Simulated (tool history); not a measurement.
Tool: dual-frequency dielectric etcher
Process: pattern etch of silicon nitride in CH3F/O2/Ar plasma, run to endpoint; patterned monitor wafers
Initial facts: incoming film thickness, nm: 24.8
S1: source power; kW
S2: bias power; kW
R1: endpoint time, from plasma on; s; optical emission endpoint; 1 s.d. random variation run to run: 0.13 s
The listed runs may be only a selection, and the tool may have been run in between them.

{"run": 1, "day": 0.0, "S1": 0.46, "S2": 0.058, "R1": 33.323}
{"run": 2, "day": 0.083, "S1": 0.41, "S2": 0.054, "R1": 36.421}
{"run": 3, "day": 0.117, "S1": 0.38, "S2": 0.053, "R1": 38.294}
{"run": 4, "day": 0.158, "S1": 0.43, "S2": 0.053, "R1": 35.697}
{"run": 5, "day": 0.4, "S1": 0.35, "S2": 0.053, "R1": 39.966}
{"run": 6, "day": 0.488, "S1": 0.35, "S2": 0.057, "R1": 38.994}
{"run": 7, "day": 0.529, "S1": 0.33, "S2": 0.057, "R1": 40.234}

Run 8, settings as shown, results not yet in. Your forecast:
{"run": 8, "day": 0.612, "S1": 0.32, "S2": 0.057, "R1": "?"}

Run 8 measured R1 41.232 s.
